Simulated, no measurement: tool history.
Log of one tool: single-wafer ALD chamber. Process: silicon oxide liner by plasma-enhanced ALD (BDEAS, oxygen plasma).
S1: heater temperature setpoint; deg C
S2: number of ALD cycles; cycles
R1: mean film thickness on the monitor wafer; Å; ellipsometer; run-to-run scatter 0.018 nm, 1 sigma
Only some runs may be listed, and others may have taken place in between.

| run | hour | S1 | S2 | R1 |
|---|---|---|---|---|
| 1 | 0 | 315 | 81 | 70.947 |
| 2 | 7 | 325 | 81 | 69.615 |
| 3 | 13.7 | 319 | 81 | 70.29 |
| 4 | 19.2 | 329 | 81 | 69.181 |
| 5 | 22.2 | 328 | 83 | 71.193 |
| 6 | 26.8 | 339 | 83 | 70.008 |
| 7 | 30.4 | 339 | 85 | 71.379 |

Run 8 is up next; what results do you expect?
| 8 | 33.5 | 338 | 87 | ? |

R1: 73.336 Å
